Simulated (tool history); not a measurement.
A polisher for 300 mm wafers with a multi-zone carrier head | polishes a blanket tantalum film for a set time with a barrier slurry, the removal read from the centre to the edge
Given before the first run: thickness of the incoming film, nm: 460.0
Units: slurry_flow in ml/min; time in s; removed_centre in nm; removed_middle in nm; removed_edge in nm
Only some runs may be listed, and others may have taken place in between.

{"run": 1, "hour": 0.0, "slurry_flow": 195, "centre_zone": 1.0, "middle_zone": 1.0, "edge_zone": 1.0, "slurry_solids": 1.0, "time": 35, "removed_centre": 37.256, "removed_middle": 36.62, "removed_edge": 37.841}
{"run": 2, "hour": 7.4, "slurry_flow": 195, "centre_zone": 1.0, "middle_zone": 1.0, "edge_zone": 1.0, "slurry_solids": 1.15, "time": 35, "removed_centre": 38.509, "removed_middle": 38.327, "removed_edge": 39.094}
{"run": 3, "hour": 15.6, "slurry_flow": 205, "centre_zone": 1.01, "middle_zone": 1.03, "edge_zone": 1.04, "slurry_solids": 1.25, "time": 38, "removed_centre": 43.071, "removed_middle": 43.132, "removed_edge": 43.568}
{"run": 4, "hour": 18.9, "slurry_flow": 205, "centre_zone": 1.05, "middle_zone": 1.03, "edge_zone": 1.04, "slurry_solids": 1.25, "time": 38, "removed_centre": 45.293, "removed_middle": 43.359, "removed_edge": 43.837}
{"run": 5, "hour": 27.4, "slurry_flow": 205, "centre_zone": 1.04, "middle_zone": 1.05, "edge_zone": 1.07, "slurry_solids": 1.3, "time": 41, "removed_centre": 49.033, "removed_middle": 47.286, "removed_edge": 47.579}
{"run": 6, "hour": 35.5, "slurry_flow": 205, "centre_zone": 0.98, "middle_zone": 1.05, "edge_zone": 1.07, "slurry_solids": 1.3, "time": 41, "removed_centre": 46.095, "removed_middle": 47.72, "removed_edge": 47.607}

Predict the results of run 7:
{"run": 7, "hour": 36.3, "slurry_flow": 215, "centre_zone": 0.97, "middle_zone": 1.06, "edge_zone": 1.09, "slurry_solids": 1.35, "time": 43, "removed_centre": "?", "removed_middle": "?", "removed_edge": "?"}

removed_centre: 48.386 nm
removed_middle: 51.104 nm
removed_edge: 52.871 nm

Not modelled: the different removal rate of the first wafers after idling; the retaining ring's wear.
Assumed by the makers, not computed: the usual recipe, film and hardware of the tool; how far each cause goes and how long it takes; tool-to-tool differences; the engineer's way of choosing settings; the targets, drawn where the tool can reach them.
